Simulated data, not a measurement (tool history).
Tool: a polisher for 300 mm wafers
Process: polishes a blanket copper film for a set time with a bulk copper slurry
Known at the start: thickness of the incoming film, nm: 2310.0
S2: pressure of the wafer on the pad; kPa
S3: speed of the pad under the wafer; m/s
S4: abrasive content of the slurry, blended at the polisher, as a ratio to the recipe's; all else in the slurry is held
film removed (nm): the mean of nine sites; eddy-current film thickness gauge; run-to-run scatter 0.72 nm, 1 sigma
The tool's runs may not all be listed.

run 1 hour=0 | flow_of_slurry_(ml/min)=315 S2=11.7 S3=1.12 S4=1 polishing_time_(s)=22 | film_removed_(nm)=158.93
run 2 hour=2.2 | flow_of_slurry_(ml/min)=315 S2=11.7 S3=1.12 S4=0.9 polishing_time_(s)=22 | film_removed_(nm)=155.4
run 3 hour=3.3 | flow_of_slurry_(ml/min)=315 S2=11.7 S3=1.12 S4=0.9 polishing_time_(s)=22 | film_removed_(nm)=153.14
run 4 hour=9.4 | flow_of_slurry_(ml/min)=315 S2=11.7 S3=1.12 S4=0.9 polishing_time_(s)=22 | film_removed_(nm)=153.74
run 5 hour=18.4 | flow_of_slurry_(ml/min)=315 S2=11 S3=1.12 S4=0.9 polishing_time_(s)=22 | film_removed_(nm)=148.62
run 6 hour=24.2 | flow_of_slurry_(ml/min)=315 S2=11 S3=1.12 S4=0.9 polishing_time_(s)=22 | film_removed_(nm)=147.86

What will run 7 give?
run 7 hour=31.9 | flow_of_slurry_(ml/min)=315 S2=10.3 S3=1.12 S4=0.9 polishing_time_(s)=22 | film_removed_(nm)=?

film removed (nm): 143.23
